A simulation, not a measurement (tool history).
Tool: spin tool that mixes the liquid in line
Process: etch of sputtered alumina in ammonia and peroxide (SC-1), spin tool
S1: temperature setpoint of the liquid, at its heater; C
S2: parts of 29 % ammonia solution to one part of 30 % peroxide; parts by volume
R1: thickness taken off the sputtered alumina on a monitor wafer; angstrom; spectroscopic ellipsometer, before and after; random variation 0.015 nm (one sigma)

run 1 hour=0 | S1=50 S2=0.65 time_under_the_liquid_(s)=80 | R1=29.753
run 2 hour=0.7 | S1=51 S2=0.65 time_under_the_liquid_(s)=80 | R1=31.207
run 3 hour=9.5 | S1=51 S2=0.5 time_under_the_liquid_(s)=80 | R1=30.448
run 4 hour=17.2 | S1=57.5 S2=0.5 time_under_the_liquid_(s)=80 | R1=43.287
run 5 hour=20 | S1=57.5 S2=0.5 time_under_the_liquid_(s)=80 | R1=43.285
run 6 hour=21 | S1=56.5 S2=0.5 time_under_the_liquid_(s)=80 | R1=41.06

Forecast run 7:
run 7 hour=23.9 | S1=56.5 S2=0.5 time_under_the_liquid_(s)=80 | R1=?

{"run 7": {"R1": 40.742}}

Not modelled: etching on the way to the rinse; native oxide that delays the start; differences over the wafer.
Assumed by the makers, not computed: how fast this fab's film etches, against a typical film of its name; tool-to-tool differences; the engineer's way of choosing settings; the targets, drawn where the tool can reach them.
